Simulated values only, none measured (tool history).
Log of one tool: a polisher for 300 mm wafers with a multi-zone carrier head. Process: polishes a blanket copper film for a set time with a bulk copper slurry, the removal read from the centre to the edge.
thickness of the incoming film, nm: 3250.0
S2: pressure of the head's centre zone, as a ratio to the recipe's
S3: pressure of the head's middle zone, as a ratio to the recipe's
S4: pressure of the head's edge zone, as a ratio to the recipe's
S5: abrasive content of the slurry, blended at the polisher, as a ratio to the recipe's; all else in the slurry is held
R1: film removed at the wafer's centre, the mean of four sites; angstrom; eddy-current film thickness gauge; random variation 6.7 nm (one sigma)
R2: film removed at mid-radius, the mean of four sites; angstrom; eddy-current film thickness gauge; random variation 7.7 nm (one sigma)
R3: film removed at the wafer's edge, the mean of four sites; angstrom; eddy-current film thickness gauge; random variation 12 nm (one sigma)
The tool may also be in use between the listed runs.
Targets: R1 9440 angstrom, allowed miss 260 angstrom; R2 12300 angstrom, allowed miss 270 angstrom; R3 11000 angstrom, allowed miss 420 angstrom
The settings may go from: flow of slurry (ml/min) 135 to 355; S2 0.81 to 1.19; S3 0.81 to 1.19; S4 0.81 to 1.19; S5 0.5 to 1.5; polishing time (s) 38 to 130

{"run": 1, "hour": 0.0, "flow of slurry (ml/min)": 225, "S2": 1, "S3": 1, "S4": 1, "S5": 1, "polishing time (s)": 84, "R1": 8708.8, "R2": 8484.9, "R3": 8521.5}
{"run": 2, "hour": 2.8, "flow of slurry (ml/min)": 245, "S2": 0.97, "S3": 1.06, "S4": 1.04, "S5": 1.15, "polishing time (s)": 85, "R1": 9054.6, "R2": 9545.3, "R3": 9111.6}
{"run": 3, "hour": 4.0, "flow of slurry (ml/min)": 245, "S2": 0.97, "S3": 1.01, "S4": 1.04, "S5": 1.15, "polishing time (s)": 85, "R1": 8904.6, "R2": 9204.2, "R3": 9072.1}
{"run": 4, "hour": 12.5, "flow of slurry (ml/min)": 255, "S2": 0.94, "S3": 1.05, "S4": 1.08, "S5": 1.25, "polishing time (s)": 86, "R1": 9087, "R2": 9746.2, "R3": 9464.8}
{"run": 5, "hour": 16.4, "flow of slurry (ml/min)": 265, "S2": 0.9, "S3": 1.09, "S4": 1.11, "S5": 1.35, "polishing time (s)": 88, "R1": 9055.4, "R2": 10622, "R3": 10031}
{"run": 6, "hour": 17.5, "flow of slurry (ml/min)": 265, "S2": 0.9, "S3": 1.09, "S4": 1.11, "S5": 1.2, "polishing time (s)": 88, "R1": 8737, "R2": 10238, "R3": 9822.8}
{"run": 7, "hour": 18.3, "flow of slurry (ml/min)": 265, "S2": 0.9, "S3": 1.09, "S4": 1.11, "S5": 1.2, "polishing time (s)": 88, "R1": 8741.5, "R2": 10208, "R3": 9826.4}
{"run": 8, "hour": 26.6, "flow of slurry (ml/min)": 275, "S2": 0.89, "S3": 1.12, "S4": 1.13, "S5": 1.3, "polishing time (s)": 89, "R1": 9044.9, "R2": 10835, "R3": 10126}
{"run": 9, "hour": 27.5, "flow of slurry (ml/min)": 305, "S2": 0.83, "S3": 1.19, "S4": 1.19, "S5": 1.5, "polishing time (s)": 92, "R1": 9031.9, "R2": 12178, "R3": 11362}
{"run": 10, "hour": 34.1, "flow of slurry (ml/min)": 310, "S2": 0.84, "S3": 1.19, "S4": 1.17, "S5": 1.5, "polishing time (s)": 92, "R1": 9078.7, "R2": 12252, "R3": 11232}
{"run": 11, "hour": 40.6, "flow of slurry (ml/min)": 310, "S2": 0.84, "S3": 1.19, "S4": 1.17, "S5": 1.5, "polishing time (s)": 92, "R1": 9099.9, "R2": 12435, "R3": 11089}

Which of these 4 next moves meets every target?
{"run": "A", "hour": 47.1, "flow of slurry (ml/min)": 330, "S2": 0.86, "S3": 1.17, "S4": 1.13, "S5": 1.4, "polishing time (s)": 94, "R1": "?", "R2": "?", "R3": "?"}
{"run": "B", "hour": 47.1, "flow of slurry (ml/min)": 295, "S2": 0.81, "S3": 1.17, "S4": 1.16, "S5": 1.5, "polishing time (s)": 93, "R1": "?", "R2": "?", "R3": "?"}
{"run": "C", "hour": 47.1, "flow of slurry (ml/min)": 315, "S2": 0.82, "S3": 1.17, "S4": 1.19, "S5": 1.5, "polishing time (s)": 91, "R1": "?", "R2": "?", "R3": "?"}
{"run": "D", "hour": 47.1, "flow of slurry (ml/min)": 315, "S2": 0.84, "S3": 1.19, "S4": 1.15, "S5": 1.5, "polishing time (s)": 95, "R1": "?", "R2": "?", "R3": "?"}

move=A R1=9443.1 R2=12192 R3=11109
move=B R1=8813.1 R2=12105 R3=11175
move=C R1=8794.7 R2=11921 R3=11108
move=D R1=9408.6 R2=12628 R3=11429
A: meets every target
B: further off than the last run
C: further off than the last run
D: brings the result that was furthest off to its target, and leaves another outside
The right move is A.

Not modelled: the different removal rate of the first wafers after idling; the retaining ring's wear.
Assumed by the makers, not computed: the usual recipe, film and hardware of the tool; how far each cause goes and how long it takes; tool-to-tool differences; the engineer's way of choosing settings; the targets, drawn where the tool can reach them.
